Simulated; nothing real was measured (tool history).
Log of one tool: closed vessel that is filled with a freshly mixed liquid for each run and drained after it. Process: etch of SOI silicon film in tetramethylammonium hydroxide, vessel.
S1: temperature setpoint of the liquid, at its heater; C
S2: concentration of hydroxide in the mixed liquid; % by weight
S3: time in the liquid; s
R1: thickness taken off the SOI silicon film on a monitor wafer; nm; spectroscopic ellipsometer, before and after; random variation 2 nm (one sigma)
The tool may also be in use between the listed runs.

run,hour,S1,S2,S3,R1
1,0.0,64.0,16.5,30,130.07
2,1.1,65.5,16.5,30,142.72
3,8.9,65.5,17.5,30,140.60
4,11.7,65.5,20.5,30,126.97
5,16.5,67.0,20.5,30,141.40
6,21.9,70.5,20.5,30,174.64
7,26.0,71.0,20.5,30,179.95
8,28.9,71.5,20.5,30,185.50

Forecast run 9:
9,33.2,72.0,20.5,30,?

R1: 191.35 nm

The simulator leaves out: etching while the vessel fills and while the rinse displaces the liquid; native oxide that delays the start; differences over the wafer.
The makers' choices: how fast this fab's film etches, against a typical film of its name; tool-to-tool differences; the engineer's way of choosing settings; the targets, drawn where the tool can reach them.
